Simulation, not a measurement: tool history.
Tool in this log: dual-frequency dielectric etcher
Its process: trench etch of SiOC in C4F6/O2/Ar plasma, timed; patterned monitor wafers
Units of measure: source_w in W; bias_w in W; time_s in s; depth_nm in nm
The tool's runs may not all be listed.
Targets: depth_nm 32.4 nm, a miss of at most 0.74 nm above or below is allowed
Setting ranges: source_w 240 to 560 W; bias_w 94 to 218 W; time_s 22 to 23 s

run 1 day=0 | source_w=400 bias_w=156 time_s=22 | depth_nm=41.588
run 2 day=0.088 | source_w=460 bias_w=156 time_s=22 | depth_nm=45.178
run 3 day=0.346 | source_w=460 bias_w=156 time_s=22 | depth_nm=45.281
run 4 day=0.612 | source_w=420 bias_w=150 time_s=22 | depth_nm=42.089
run 5 day=0.883 | source_w=420 bias_w=150 time_s=22 | depth_nm=42.343
run 6 day=1.158 | source_w=420 bias_w=124 time_s=22 | depth_nm=39.745
run 7 day=1.492 | source_w=390 bias_w=122 time_s=22 | depth_nm=38.13
run 8 day=1.796 | source_w=390 bias_w=122 time_s=22 | depth_nm=37.656
run 9 day=2.021 | source_w=370 bias_w=121 time_s=22 | depth_nm=36.684
run 10 day=2.288 | source_w=350 bias_w=120 time_s=22 | depth_nm=35.323
run 11 day=2.558 | source_w=280 bias_w=115 time_s=22 | depth_nm=30.126
run 12 day=2.817 | source_w=290 bias_w=115 time_s=22 | depth_nm=30.758

Which of these 5 next moves meets every target?
run A day=3.075 | source_w=320 bias_w=116 time_s=22.5 | depth_nm=?
run B day=3.075 | source_w=290 bias_w=125 time_s=22.5 | depth_nm=?
run C day=3.075 | source_w=320 bias_w=127 time_s=22 | depth_nm=?
run D day=3.075 | source_w=310 bias_w=122 time_s=22.5 | depth_nm=?
run E day=3.075 | source_w=320 bias_w=129 time_s=22.5 | depth_nm=?

move=A depth_nm=33.774
move=B depth_nm=32.381
move=C depth_nm=34.002
move=D depth_nm=33.615
move=E depth_nm=34.953
A: pushes the last run's worst result past its target
B: all results land within tolerance of their targets
C: pushes the last run's worst result past its target
D: pushes the last run's worst result past its target
E: pushes the last run's worst result past its target
The move that meets every target is B.
